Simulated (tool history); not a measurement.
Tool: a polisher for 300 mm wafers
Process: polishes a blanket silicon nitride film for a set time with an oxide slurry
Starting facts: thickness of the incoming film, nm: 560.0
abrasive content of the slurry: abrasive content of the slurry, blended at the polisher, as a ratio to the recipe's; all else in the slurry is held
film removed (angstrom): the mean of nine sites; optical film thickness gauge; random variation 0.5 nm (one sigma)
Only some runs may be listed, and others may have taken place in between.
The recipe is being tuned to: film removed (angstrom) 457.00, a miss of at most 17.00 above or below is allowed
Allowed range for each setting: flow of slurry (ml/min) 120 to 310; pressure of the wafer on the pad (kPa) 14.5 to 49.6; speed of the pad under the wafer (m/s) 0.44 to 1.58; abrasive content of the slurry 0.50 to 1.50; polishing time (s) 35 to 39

run	day	flow of slurry (ml/min)	pressure of the wafer on the pad (kPa)	speed of the pad under the wafer (m/s)	abrasive content of the slurry	polishing time (s)	film removed (angstrom)
1	0.000	200	31.7	1.00	1.00	39	223.08
2	0.342	200	35.2	1.04	1.00	39	250.19
3	0.408	200	37.9	1.08	1.00	39	265.09
4	0.588	200	37.9	1.08	0.80	39	238.00
5	0.929	155	37.9	1.08	0.80	39	232.79
6	1.296	155	40.0	1.18	0.80	39	253.92
7	1.350	165	42.1	1.26	0.85	39	287.83
8	1.475	170	43.4	1.32	0.90	39	306.80
9	1.746	190	49.6	1.58	1.15	39	438.55
10	1.862	195	49.6	1.58	1.15	39	430.82

Which single option among these 4 for the next run brings every result within its allowed miss of target? Just one does.
A	1.979	150	49.6	1.58	1.35	39	?
B	1.979	205	49.6	1.54	1.15	39	?
C	1.979	220	48.3	1.58	1.20	38	?
D	1.979	190	49.0	1.56	1.10	37	?

move	film removed (angstrom)
A	450.11
B	424.62
C	420.85
D	391.14
A: each result inside its tolerance
B: the biggest miss grows against the last run
C: the biggest miss grows against the last run
D: the biggest miss grows against the last run
Move A is the one to make.
